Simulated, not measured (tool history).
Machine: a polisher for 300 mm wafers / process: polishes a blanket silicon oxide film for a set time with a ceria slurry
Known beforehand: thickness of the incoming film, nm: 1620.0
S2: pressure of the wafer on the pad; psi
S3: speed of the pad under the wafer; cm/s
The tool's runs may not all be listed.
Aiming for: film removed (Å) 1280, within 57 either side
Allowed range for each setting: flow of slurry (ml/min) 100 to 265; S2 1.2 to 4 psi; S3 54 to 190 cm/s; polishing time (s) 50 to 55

{"run": 1, "day": 0.0, "flow of slurry (ml/min)": 170, "S2": 2.6, "S3": 122, "polishing time (s)": 55, "film removed (Å)": 2349.1}
{"run": 2, "day": 0.233, "flow of slurry (ml/min)": 170, "S2": 2.6, "S3": 122, "polishing time (s)": 55, "film removed (Å)": 2362.2}
{"run": 3, "day": 0.567, "flow of slurry (ml/min)": 170, "S2": 2.6, "S3": 122, "polishing time (s)": 55, "film removed (Å)": 2342.1}
{"run": 4, "day": 0.638, "flow of slurry (ml/min)": 170, "S2": 2.2, "S3": 120, "polishing time (s)": 55, "film removed (Å)": 1993.7}
{"run": 5, "day": 0.754, "flow of slurry (ml/min)": 170, "S2": 2.2, "S3": 120, "polishing time (s)": 55, "film removed (Å)": 2004.8}
{"run": 6, "day": 1.004, "flow of slurry (ml/min)": 170, "S2": 1.9, "S3": 118, "polishing time (s)": 55, "film removed (Å)": 1666.7}
{"run": 7, "day": 1.317, "flow of slurry (ml/min)": 170, "S2": 1.8, "S3": 118, "polishing time (s)": 55, "film removed (Å)": 1565.3}
{"run": 8, "day": 1.525, "flow of slurry (ml/min)": 165, "S2": 1.3, "S3": 116, "polishing time (s)": 55, "film removed (Å)": 1168.5}
{"run": 9, "day": 1.762, "flow of slurry (ml/min)": 170, "S2": 1.3, "S3": 116, "polishing time (s)": 55, "film removed (Å)": 1184.4}
{"run": 10, "day": 2.042, "flow of slurry (ml/min)": 175, "S2": 1.3, "S3": 116, "polishing time (s)": 55, "film removed (Å)": 1172.7}
{"run": 11, "day": 2.229, "flow of slurry (ml/min)": 175, "S2": 1.3, "S3": 116, "polishing time (s)": 55, "film removed (Å)": 1153.7}

Exercise: of the 5 proposed moves below, exactly one satisfies all targets within the stated allowed misses. Which move is it?
{"run": "A", "day": 2.417, "flow of slurry (ml/min)": 180, "S2": 1.2, "S3": 112, "polishing time (s)": 51, "film removed (Å)": "?"}
{"run": "B", "day": 2.417, "flow of slurry (ml/min)": 185, "S2": 1.6, "S3": 106, "polishing time (s)": 54, "film removed (Å)": "?"}
{"run": "C", "day": 2.417, "flow of slurry (ml/min)": 190, "S2": 1.5, "S3": 96, "polishing time (s)": 50, "film removed (Å)": "?"}
{"run": "D", "day": 2.417, "flow of slurry (ml/min)": 185, "S2": 1.5, "S3": 100, "polishing time (s)": 55, "film removed (Å)": "?"}
{"run": "E", "day": 2.417, "flow of slurry (ml/min)": 135, "S2": 1.8, "S3": 84, "polishing time (s)": 53, "film removed (Å)": "?"}

move=A film_removed_(Å)=984.83
move=B film_removed_(Å)=1302.5
move=C film_removed_(Å)=1034.6
move=D film_removed_(Å)=1179.4
move=E film_removed_(Å)=1089.8
A: its largest miss is bigger than the last run's
B: every result within its allowed miss
C: its largest miss is bigger than the last run's
D: gains on the last run, yet a result remains outside its allowed miss
E: its largest miss is bigger than the last run's
Go with B: it meets all targets.
